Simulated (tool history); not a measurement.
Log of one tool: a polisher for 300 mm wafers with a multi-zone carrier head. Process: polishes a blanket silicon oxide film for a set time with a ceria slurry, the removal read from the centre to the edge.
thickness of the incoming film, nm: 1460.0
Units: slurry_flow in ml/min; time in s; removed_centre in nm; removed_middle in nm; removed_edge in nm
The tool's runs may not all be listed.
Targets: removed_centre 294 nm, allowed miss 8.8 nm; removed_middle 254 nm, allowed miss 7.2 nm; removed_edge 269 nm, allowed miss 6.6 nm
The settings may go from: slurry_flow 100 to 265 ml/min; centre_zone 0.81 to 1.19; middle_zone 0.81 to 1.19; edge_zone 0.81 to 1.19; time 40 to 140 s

Run 1, hour 0: slurry_flow 170 ml/min, centre_zone 1, middle_zone 1, edge_zone 1, time 90 s. Result: removed_centre 409.31 nm, removed_middle 385.68 nm, removed_edge 403.57 nm.
Run 2, hour 1.8: slurry_flow 165 ml/min, centre_zone 1, middle_zone 0.99, edge_zone 0.98, time 86 s. Result: removed_centre 386.06 nm, removed_middle 369.45 nm, removed_edge 379.69 nm.
Run 3, hour 10: slurry_flow 160 ml/min, centre_zone 1.01, middle_zone 0.97, edge_zone 0.97, time 83 s. Result: removed_centre 372.11 nm, removed_middle 343.63 nm, removed_edge 364.58 nm.
Run 4, hour 12.5: slurry_flow 160 ml/min, centre_zone 1.02, middle_zone 0.96, edge_zone 0.95, time 80 s. Result: removed_centre 360.24 nm, removed_middle 331.65 nm, removed_edge 342.81 nm.
Run 5, hour 21.2: slurry_flow 155 ml/min, centre_zone 1.02, middle_zone 0.94, edge_zone 0.93, time 79 s. Result: removed_centre 351.06 nm, removed_middle 321.33 nm, removed_edge 335.09 nm.
Run 6, hour 27.4: slurry_flow 155 ml/min, centre_zone 1.02, middle_zone 0.94, edge_zone 1, time 79 s. Result: removed_centre 354.64 nm, removed_middle 320.71 nm, removed_edge 352.36 nm.
Run 7, hour 33.5: slurry_flow 125 ml/min, centre_zone 1.02, middle_zone 0.84, edge_zone 0.9, time 64 s. Result: removed_centre 263.87 nm, removed_middle 223.82 nm, removed_edge 260.36 nm.
Run 8, hour 40.2: slurry_flow 135 ml/min, centre_zone 1.02, middle_zone 0.85, edge_zone 0.89, time 64 s. Result: removed_centre 270.13 nm, removed_middle 235.24 nm, removed_edge 261.16 nm.
Run 9, hour 47.8: slurry_flow 140 ml/min, centre_zone 1.02, middle_zone 0.85, edge_zone 0.89, time 64 s. Result: removed_centre 272.08 nm, removed_middle 235.4 nm, removed_edge 264.82 nm.
At hour 49.1: slurry nozzle cleaned.
Run 10, hour 49.1: slurry_flow 185 ml/min, centre_zone 1.06, middle_zone 0.91, edge_zone 0.85, time 64 s. Result: removed_centre 334.29 nm, removed_middle 283.56 nm, removed_edge 286.82 nm.
Run 11, hour 57: slurry_flow 180 ml/min, centre_zone 1.06, middle_zone 0.91, edge_zone 0.85, time 64 s. Result: removed_centre 331.18 nm, removed_middle 280.74 nm, removed_edge 283.94 nm.

Which of these 4 next moves meets every target?
Run A, hour 64.9: slurry_flow 170 ml/min, centre_zone 1.01, middle_zone 0.88, edge_zone 0.88, time 60 s. Result: removed_centre ?, removed_middle ?, removed_edge ?.
Run B, hour 64.9: slurry_flow 180 ml/min, centre_zone 1, middle_zone 1.15, edge_zone 0.81, time 63 s. Result: removed_centre ?, removed_middle ?, removed_edge ?.
Run C, hour 64.9: slurry_flow 145 ml/min, centre_zone 1.03, middle_zone 1.01, edge_zone 0.81, time 73 s. Result: removed_centre ?, removed_middle ?, removed_edge ?.
Run D, hour 64.9: slurry_flow 175 ml/min, centre_zone 0.89, middle_zone 1.06, edge_zone 0.82, time 66 s. Result: removed_centre ?, removed_middle ?, removed_edge ?.

move  removed_centre  removed_middle  removed_edge
   A           295.4          259.04        268.28
   B          311.44          330.08        274.07
   C          352.94          334.56        308.31
   D          292.07          325.04        287.68
A: meets every target
B: further off than the last run
C: further off than the last run
D: brings the result that was furthest off to its target, and leaves another outside
Answer: A
